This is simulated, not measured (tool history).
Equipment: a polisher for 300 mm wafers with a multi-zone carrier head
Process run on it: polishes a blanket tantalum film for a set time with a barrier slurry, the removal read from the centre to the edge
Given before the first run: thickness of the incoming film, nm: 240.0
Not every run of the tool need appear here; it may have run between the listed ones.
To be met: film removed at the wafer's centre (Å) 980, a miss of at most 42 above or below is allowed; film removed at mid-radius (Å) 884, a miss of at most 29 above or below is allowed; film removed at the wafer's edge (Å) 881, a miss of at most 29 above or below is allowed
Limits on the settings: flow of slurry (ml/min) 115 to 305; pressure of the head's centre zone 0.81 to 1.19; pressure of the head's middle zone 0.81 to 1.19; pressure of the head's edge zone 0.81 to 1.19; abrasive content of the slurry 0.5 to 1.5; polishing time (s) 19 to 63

run,hour,flow of slurry (ml/min),pressure of the head's centre zone,pressure of the head's middle zone,pressure of the head's edge zone,abrasive content of the slurry,polishing time (s),film removed at the wafer's centre (Å),film removed at mid-radius (Å),film removed at the wafer's edge (Å)
1,0,195,1,1,1,1,41,790.68,814.17,796.56
2,7.8,175,1,1,1,1,41,784.97,791.81,792.07
3,14.3,175,1,1,1,1,32,622.8,622.56,612.67
4,17.7,180,1.02,1.01,1.02,1.05,33,647.53,656.88,640.46
5,22.1,180,1.02,1.01,0.98,1.05,33,661.59,654.14,638.28
6,26.7,180,1.02,0.98,0.98,1.05,33,660.27,639.76,635.51
7,35.6,185,1.03,0.98,0.98,1.1,34,673.77,670.33,664.86
8,41.1,180,1.05,0.98,0.97,1.1,35,719.5,682.46,676.77
9,45.3,180,1.06,0.98,0.97,1.15,36,749.15,703.48,704.38
10,52.2,185,1.07,0.98,0.97,1.2,37,782.19,755.69,746.62
11,56.4,190,1.08,0.98,0.97,1.25,37,802.08,752.56,743.52
12,57.6,195,1.09,0.98,0.98,1.3,37,816.9,764.29,762.34
13,60.4,195,1.09,0.98,0.98,1.3,37,818.67,756.18,746.46
14,64.6,195,1.09,0.98,0.98,1.3,38,835.92,773.6,769.86
15,70,195,1.1,0.98,0.98,1.3,38,851.77,774.21,780.46
16,75.9,200,1.11,0.99,0.99,1.3,38,877.06,793.15,783.41
17,77,205,1.11,0.99,1,1.3,38,864.84,785.67,787.13

4 candidate next runs follow, results not yet known. Just one meets every target within its allowed miss. Identify it.
A,78.1,220,1.17,1.07,1.07,0.9,35,?,?,?
B,78.1,225,1.09,0.94,0.94,1.15,45,?,?,?
C,78.1,190,1.14,0.9,1.08,1.3,32,?,?,?
D,78.1,205,0.86,1.06,1,1.35,40,?,?,?

move,film removed at the wafer's centre (Å),film removed at mid-radius (Å),film removed at the wafer's edge (Å)
A,772.01,721.08,699.06
B,992.46,903.56,895.53
C,730.74,625.52,686.6
D,744.48,887.37,838.46
A: further off than the last run
B: every result within its allowed miss
C: further off than the last run
D: the furthest-off result lands on target, but another misses its tolerance
Go with B: it meets all targets.
